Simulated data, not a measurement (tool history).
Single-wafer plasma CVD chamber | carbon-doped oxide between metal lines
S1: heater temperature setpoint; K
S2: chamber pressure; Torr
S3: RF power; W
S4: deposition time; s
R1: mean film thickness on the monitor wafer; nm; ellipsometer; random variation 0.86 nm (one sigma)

| run | day | S1 | S2 | S3 | S4 | R1 |
|---|---|---|---|---|---|---|
| 1 | 0.000 | 628.15 | 6.20 | 525 | 28.7 | 132.44 |
| 2 | 0.375 | 627.15 | 6.28 | 530 | 28.7 | 132.96 |
| 3 | 0.521 | 626.15 | 6.32 | 535 | 28.7 | 134.21 |
| 4 | 0.883 | 626.15 | 6.32 | 475 | 28.7 | 122.22 |
| 5 | 0.933 | 618.15 | 6.32 | 475 | 28.7 | 124.24 |
| 6 | 1.117 | 618.15 | 6.32 | 400 | 28.7 | 104.88 |

Forecast run 7:
| 7 | 1.258 | 618.15 | 6.37 | 420 | 28.7 | ? |

Run 7 gave R1 111.05 nm.

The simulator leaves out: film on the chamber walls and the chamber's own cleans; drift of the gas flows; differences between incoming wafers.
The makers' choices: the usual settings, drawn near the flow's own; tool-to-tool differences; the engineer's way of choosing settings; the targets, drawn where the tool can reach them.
